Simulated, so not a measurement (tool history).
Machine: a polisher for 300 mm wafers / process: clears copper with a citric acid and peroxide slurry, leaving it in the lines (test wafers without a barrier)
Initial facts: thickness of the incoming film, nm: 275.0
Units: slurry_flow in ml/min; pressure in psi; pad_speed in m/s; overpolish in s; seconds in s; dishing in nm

run	hour	slurry_flow	pressure	pad_speed	slurry_solids	overpolish	seconds	dishing
1	0.0	140	4.2	1.00	1.0	14	84.533	32.620
2	6.6	140	4.2	0.86	1.0	14	92.444	29.325
3	9.1	170	4.2	0.86	1.0	14	87.050	29.994
4	13.6	165	4.4	0.88	1.0	15	81.475	32.693
5	21.0	165	4.4	0.88	1.0	12	82.260	26.583
6	21.6	165	4.0	0.88	1.0	12	88.607	25.966
7	23.2	160	4.2	0.92	1.0	14	86.230	30.399

Run 8 has not been measured yet. What should we expect?
8	25.8	160	4.4	0.94	1.0	15	?	?

seconds: 79.822 s
dishing: 34.110 nm

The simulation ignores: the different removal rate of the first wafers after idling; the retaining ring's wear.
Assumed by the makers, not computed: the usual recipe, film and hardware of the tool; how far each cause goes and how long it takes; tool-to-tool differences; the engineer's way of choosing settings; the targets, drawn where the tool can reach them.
